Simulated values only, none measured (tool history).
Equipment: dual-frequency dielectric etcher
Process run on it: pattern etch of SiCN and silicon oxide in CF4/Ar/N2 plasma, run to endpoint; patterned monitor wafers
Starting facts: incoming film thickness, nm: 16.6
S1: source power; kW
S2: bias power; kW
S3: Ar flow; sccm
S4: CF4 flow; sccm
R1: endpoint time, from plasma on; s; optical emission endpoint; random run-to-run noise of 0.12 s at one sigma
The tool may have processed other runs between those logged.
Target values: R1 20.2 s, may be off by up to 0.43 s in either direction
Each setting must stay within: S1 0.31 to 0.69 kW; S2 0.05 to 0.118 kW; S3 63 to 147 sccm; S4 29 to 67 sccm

run	hour	S1	S2	S3	S4	R1
1	0	0.5	0.084	105	48	16.74
2	4.4	0.55	0.084	105	48	14.95
3	9.4	0.55	0.091	105	48	14.523
4	14.2	0.52	0.091	105	48	15.364
5	18.6	0.57	0.091	105	48	13.956
6	25.2	0.53	0.09	105	48	15.057
7	28.9	0.5	0.09	105	48	16.182
8	37.8	0.48	0.09	105	48	16.978
9	44.9	0.46	0.09	105	48	17.649
10	49.8	0.46	0.09	105	48	17.822
11	51.7	0.45	0.09	105	48	18.274
12	59.4	0.44	0.09	105	48	18.823
13	61.4	0.43	0.09	105	48	19.163
14	67.1	0.42	0.09	105	48	19.739

Consider the 5 candidate settings below. Which is the only one whose results all fall within their allowed miss of target?
A	72.8	0.46	0.072	103	56	?
B	72.8	0.48	0.066	90	41	?
C	72.8	0.42	0.075	95	50	?
D	72.8	0.43	0.093	115	48	?
E	72.8	0.45	0.087	128	47	?

move	R1
A	19.644
B	20.263
C	21.342
D	19.203
E	19.467
A: its largest miss is bigger than the last run's
B: meets every target
C: pushes the last run's worst result past its target
D: its largest miss is bigger than the last run's
E: its largest miss is bigger than the last run's
B meets every target.
